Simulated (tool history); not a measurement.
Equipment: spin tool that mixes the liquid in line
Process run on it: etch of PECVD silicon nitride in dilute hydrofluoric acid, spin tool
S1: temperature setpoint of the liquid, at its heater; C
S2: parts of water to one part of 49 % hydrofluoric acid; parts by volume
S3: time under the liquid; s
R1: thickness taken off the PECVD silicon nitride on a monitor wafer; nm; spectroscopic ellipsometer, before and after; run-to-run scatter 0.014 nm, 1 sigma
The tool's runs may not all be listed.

Run 1, day 0: S1 26 C, S2 75 parts by volume, S3 25 s. Result: R1 1.9782 nm.
Run 2, day 0.283: S1 26.5 C, S2 75 parts by volume, S3 25 s. Result: R1 2.045 nm.
Run 3, day 0.567: S1 27 C, S2 75 parts by volume, S3 25 s. Result: R1 2.1074 nm.
Run 4, day 0.65: S1 27 C, S2 75 parts by volume, S3 25 s. Result: R1 2.0971 nm.
Run 5, day 0.862: S1 27.5 C, S2 75 parts by volume, S3 25 s. Result: R1 2.1623 nm.
Run 6, day 1.058: S1 27.5 C, S2 75 parts by volume, S3 25 s. Result: R1 2.1708 nm.
Run 7, day 1.246: S1 28 C, S2 75 parts by volume, S3 25 s. Result: R1 2.2448 nm.
Run 8, day 1.421: S1 28.5 C, S2 75 parts by volume, S3 25 s. Result: R1 2.3115 nm.

Forecast run 9:
Run 9, day 1.508: S1 29 C, S2 75 parts by volume, S3 25 s. Result: R1 ?.

Logged for run 9: R1 2.3806 nm.
